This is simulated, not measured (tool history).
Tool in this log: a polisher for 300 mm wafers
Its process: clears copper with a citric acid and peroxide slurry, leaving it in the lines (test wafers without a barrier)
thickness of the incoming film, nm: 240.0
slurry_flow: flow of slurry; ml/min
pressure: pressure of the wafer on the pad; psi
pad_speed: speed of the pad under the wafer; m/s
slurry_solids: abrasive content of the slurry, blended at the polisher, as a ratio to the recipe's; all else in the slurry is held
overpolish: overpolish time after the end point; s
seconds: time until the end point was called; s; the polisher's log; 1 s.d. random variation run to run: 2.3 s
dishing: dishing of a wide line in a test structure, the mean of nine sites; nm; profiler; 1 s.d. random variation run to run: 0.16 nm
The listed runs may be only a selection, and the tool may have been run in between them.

| run | hour | slurry_flow | pressure | pad_speed | slurry_solids | overpolish | seconds | dishing |
|---|---|---|---|---|---|---|---|---|
| 1 | 0.0 | 250 | 2.3 | 1.16 | 1.00 | 12 | 108.960 | 19.958 |
| 2 | 8.9 | 250 | 2.3 | 1.16 | 1.00 | 9 | 111.070 | 15.811 |
| 3 | 13.5 | 250 | 2.6 | 1.16 | 1.00 | 9 | 96.836 | 17.989 |
| 4 | 19.6 | 250 | 2.6 | 1.16 | 1.00 | 14 | 97.728 | 26.824 |
| 5 | 28.5 | 275 | 2.6 | 1.16 | 1.00 | 14 | 97.516 | 25.332 |
| 6 | 35.9 | 310 | 2.3 | 1.20 | 1.00 | 11 | 101.330 | 19.793 |

Run 7, settings as shown, results not yet in. Your forecast:
| 7 | 41.1 | 335 | 2.1 | 1.16 | 1.05 | 9 | ? | ? |

seconds: 111.000 s
dishing: 15.290 nm

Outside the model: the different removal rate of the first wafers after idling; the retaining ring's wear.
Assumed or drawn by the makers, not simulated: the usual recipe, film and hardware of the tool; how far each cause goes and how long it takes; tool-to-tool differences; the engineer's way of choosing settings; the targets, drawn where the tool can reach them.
